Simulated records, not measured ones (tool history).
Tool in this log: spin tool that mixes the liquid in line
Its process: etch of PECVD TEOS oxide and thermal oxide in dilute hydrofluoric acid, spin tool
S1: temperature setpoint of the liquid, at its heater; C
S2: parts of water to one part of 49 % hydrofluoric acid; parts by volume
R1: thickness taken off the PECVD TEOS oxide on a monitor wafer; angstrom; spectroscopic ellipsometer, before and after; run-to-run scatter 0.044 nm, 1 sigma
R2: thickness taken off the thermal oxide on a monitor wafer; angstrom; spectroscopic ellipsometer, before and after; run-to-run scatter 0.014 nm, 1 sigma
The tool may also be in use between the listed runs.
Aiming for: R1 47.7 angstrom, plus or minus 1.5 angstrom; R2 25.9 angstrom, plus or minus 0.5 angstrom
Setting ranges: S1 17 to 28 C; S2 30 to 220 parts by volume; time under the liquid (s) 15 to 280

Run 1, hour 0: S1 20 C, S2 125 parts by volume, time under the liquid (s) 145. Result: R1 81.025 angstrom, R2 44.261 angstrom.
Run 2, hour 2.1: S1 19 C, S2 140 parts by volume, time under the liquid (s) 145. Result: R1 68.196 angstrom, R2 37.62 angstrom.
Run 3, hour 3.8: S1 18.5 C, S2 150 parts by volume, time under the liquid (s) 145. Result: R1 61.637 angstrom, R2 33.709 angstrom.
Run 4, hour 6.8: S1 18.5 C, S2 150 parts by volume, time under the liquid (s) 105. Result: R1 44.923 angstrom, R2 24.951 angstrom.
Run 5, hour 9.5: S1 19 C, S2 150 parts by volume, time under the liquid (s) 105. Result: R1 45.669 angstrom, R2 25.389 angstrom.
Run 6, hour 11.7: S1 17 C, S2 150 parts by volume, time under the liquid (s) 105. Result: R1 42.872 angstrom, R2 23.177 angstrom.
Run 7, hour 17.6: S1 17.5 C, S2 150 parts by volume, time under the liquid (s) 105. Result: R1 43.803 angstrom, R2 23.684 angstrom.
Run 8, hour 23.8: S1 18 C, S2 150 parts by volume, time under the liquid (s) 105. Result: R1 45.114 angstrom, R2 24.168 angstrom.

4 candidate next runs follow, results not yet known. Just one meets every target within its allowed miss. Identify it.
Run A, hour 30: S1 18 C, S2 135 parts by volume, time under the liquid (s) 90. Result: R1 ?, R2 ?.
Run B, hour 30: S1 19 C, S2 155 parts by volume, time under the liquid (s) 100. Result: R1 ?, R2 ?.
Run C, hour 30: S1 17 C, S2 115 parts by volume, time under the liquid (s) 75. Result: R1 ?, R2 ?.
Run D, hour 30: S1 17 C, S2 170 parts by volume, time under the liquid (s) 135. Result: R1 ?, R2 ?.

move      R1      R2
   A  43.049  23.551
   B  42.514  23.258
   C  41.234  22.558
   D  47.574  26.026
A: misses by more than the last run did
B: misses by more than the last run did
C: misses by more than the last run did
D: all results in spec
So the answer is move D, the one that meets all the targets.
